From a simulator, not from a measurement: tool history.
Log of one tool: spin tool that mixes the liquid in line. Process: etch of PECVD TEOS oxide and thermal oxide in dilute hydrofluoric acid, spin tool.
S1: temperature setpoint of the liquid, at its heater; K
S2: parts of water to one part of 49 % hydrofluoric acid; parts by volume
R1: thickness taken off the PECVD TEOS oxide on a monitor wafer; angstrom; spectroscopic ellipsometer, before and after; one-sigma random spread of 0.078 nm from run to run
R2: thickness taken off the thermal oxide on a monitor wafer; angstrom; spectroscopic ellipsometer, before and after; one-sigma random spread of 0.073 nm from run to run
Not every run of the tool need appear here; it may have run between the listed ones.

run 1 hour=0 | S1=294.15 S2=205 time_under_the_liquid_(s)=75 | R1=45.46 R2=15.931
run 2 hour=4.3 | S1=296.15 S2=205 time_under_the_liquid_(s)=75 | R1=48.259 R2=17.451
run 3 hour=5.8 | S1=298.65 S2=205 time_under_the_liquid_(s)=75 | R1=53.51 R2=18.921
run 4 hour=13.1 | S1=298.65 S2=205 time_under_the_liquid_(s)=105 | R1=74.923 R2=26.692
run 5 hour=16.4 | S1=298.65 S2=260 time_under_the_liquid_(s)=105 | R1=55.927 R2=19.059
run 6 hour=17 | S1=299.15 S2=245 time_under_the_liquid_(s)=105 | R1=60.881 R2=22.048
run 7 hour=25.1 | S1=299.65 S2=235 time_under_the_liquid_(s)=105 | R1=66.167 R2=23.183
run 8 hour=30.6 | S1=300.15 S2=225 time_under_the_liquid_(s)=105 | R1=70.441 R2=24.354
run 9 hour=36.5 | S1=300.15 S2=215 time_under_the_liquid_(s)=105 | R1=76.53 R2=25.54
run 10 hour=41 | S1=299.65 S2=210 time_under_the_liquid_(s)=105 | R1=76.412 R2=27.069
run 11 hour=44.9 | S1=300.15 S2=205 time_under_the_liquid_(s)=105 | R1=78.978 R2=28.71
run 12 hour=47 | S1=300.65 S2=205 time_under_the_liquid_(s)=105 | R1=80.662 R2=28.813
run 13 hour=55.8 | S1=301.15 S2=205 time_under_the_liquid_(s)=105 | R1=84.143 R2=27.955

What does the tool deliver on the next run?
run 14 hour=56.7 | S1=300.65 S2=200 time_under_the_liquid_(s)=105 | R1=? R2=?

R1: 83.061 angstrom
R2: 28.737 angstrom

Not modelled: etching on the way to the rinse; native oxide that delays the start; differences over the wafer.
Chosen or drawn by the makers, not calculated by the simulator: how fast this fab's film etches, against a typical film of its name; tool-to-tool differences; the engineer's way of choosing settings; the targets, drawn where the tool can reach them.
